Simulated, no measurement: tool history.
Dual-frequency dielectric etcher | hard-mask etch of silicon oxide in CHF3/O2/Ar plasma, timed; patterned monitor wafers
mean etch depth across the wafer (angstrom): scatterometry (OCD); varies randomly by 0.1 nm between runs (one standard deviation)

run  hour  source power (W)  bias power (W)  etch time (s)  mean etch depth across the wafer (angstrom)
  1     0               500             123           14.5                                        224.9
  2   4.3               440             123           14.5                                       210.79
  3  13.2               430             120           14.5                                       205.76
  4  16.8               430             120           14.5                                       204.24
  5  25.1               420             118           14.5                                       201.47
  6  26.4               480             118           14.5                                       218.79
  7  34.4               460             116           14.5                                        211.6
  8  42.5               460             116           14.5                                       209.76
  9    44               440             114           14.5                                       203.34
 10  47.9               430             113           14.5                                       202.46
 11  50.9               420             111           14.5                                       195.22
 12  56.2               410             111           14.5                                       194.53

The next listed run, before its measurement:
 13  57.1               400             110           14.5                                            ?

Run 13 came out at mean etch depth across the wafer (angstrom) 190.66.
